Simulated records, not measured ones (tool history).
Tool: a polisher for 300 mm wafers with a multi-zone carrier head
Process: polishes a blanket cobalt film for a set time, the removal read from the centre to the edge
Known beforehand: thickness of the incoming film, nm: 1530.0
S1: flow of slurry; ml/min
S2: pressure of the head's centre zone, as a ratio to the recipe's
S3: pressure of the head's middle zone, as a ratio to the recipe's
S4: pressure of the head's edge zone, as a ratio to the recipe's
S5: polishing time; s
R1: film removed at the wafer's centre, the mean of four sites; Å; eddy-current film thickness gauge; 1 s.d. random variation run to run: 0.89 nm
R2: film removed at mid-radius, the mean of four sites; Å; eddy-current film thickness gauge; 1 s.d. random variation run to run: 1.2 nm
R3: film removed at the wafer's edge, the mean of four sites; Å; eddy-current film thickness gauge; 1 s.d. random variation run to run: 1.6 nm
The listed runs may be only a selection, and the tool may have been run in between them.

run    day   S1    S2    S3    S4  S5      R1      R2      R3
  1  0.000  215  1.00  1.00  1.00  40  1555.4  1527.9  1601.8
  2  0.242  265  1.00  1.00  1.00  40  1612.6  1619.4  1640.4
  3  0.529  235  1.00  1.00  1.00  40  1581.3  1564.7  1571.4
  4  0.588  185  1.00  1.00  1.00  40  1529.6  1561.2  1527.2
  5  0.788  185  1.00  0.97  1.00  40  1515.4  1523.6  1541.0
  6  1.092  185  1.00  0.97  1.00  46  1766.6  1733.1  1773.3
  7  1.421  185  1.00  0.94  0.98  43  1606.9  1572.4  1647.4
  8  1.754  180  1.01  0.92  0.96  41  1569.3  1502.7  1555.2
  9  1.896  185  1.01  0.90  0.95  39  1488.2  1408.3  1446.5
 10  2.208  190  1.00  0.88  0.95  38  1434.3  1347.3  1474.2

What will run 11 give?
 11  2.512  185  1.00  0.87  0.93  37   ?   ?   ?

Run 11 came out at R1 1385.6 Å, R2 1301.5 Å, R3 1399.8 Å.
